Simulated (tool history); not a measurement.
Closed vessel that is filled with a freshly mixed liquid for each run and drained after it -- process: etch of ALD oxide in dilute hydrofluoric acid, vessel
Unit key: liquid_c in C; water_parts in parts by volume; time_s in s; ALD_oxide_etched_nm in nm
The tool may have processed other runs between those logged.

run	hour	liquid_c	water_parts	time_s	ALD_oxide_etched_nm
1	0.0	21.0	140	250	21.573
2	1.7	21.0	165	250	17.807
3	6.8	21.0	120	250	25.592
4	15.1	24.0	120	250	28.844
5	18.0	24.0	120	270	30.722
6	26.0	22.0	140	270	23.664
7	31.5	20.5	150	270	20.754

Run 8, settings as shown, results not yet in. Your forecast:
8	40.5	19.5	155	270	?

Run 8 measured ALD_oxide_etched_nm 19.389 nm.

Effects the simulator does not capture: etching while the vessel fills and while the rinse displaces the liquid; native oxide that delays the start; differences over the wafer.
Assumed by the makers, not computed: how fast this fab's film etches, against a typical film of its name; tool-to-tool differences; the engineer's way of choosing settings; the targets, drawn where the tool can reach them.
